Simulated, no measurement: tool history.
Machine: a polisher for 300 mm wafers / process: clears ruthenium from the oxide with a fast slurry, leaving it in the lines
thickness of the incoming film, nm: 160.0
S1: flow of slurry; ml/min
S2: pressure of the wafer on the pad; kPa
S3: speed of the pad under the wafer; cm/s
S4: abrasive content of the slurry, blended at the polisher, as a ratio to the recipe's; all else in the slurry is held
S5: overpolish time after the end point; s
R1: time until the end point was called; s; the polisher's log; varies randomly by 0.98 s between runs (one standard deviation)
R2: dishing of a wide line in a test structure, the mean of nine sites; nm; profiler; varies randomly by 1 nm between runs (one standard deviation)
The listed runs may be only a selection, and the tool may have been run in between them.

run  hour   S1    S2   S3  S4  S5      R1      R2
  1     0  200  22.1  112   1  18  36.532   63.17
  2   3.3  200  24.8  112   1  18  33.083  66.744
  3   4.4  200  21.4  112   1  20  37.461  67.025
  4  10.8  200  18.6  112   1  22  43.692  65.018
  5  13.7  200  18.6  134   1  22  37.255  72.491
  6    22  200  16.5  132   1  23  43.423  67.324
  7  23.7  200  15.2  130   1  24  47.023  64.885

Expected results for the next run?
  8  28.3  200  14.5  130   1  25   ?   ?

Run 8 measured R1 49.303 s, R2 65.593 nm.
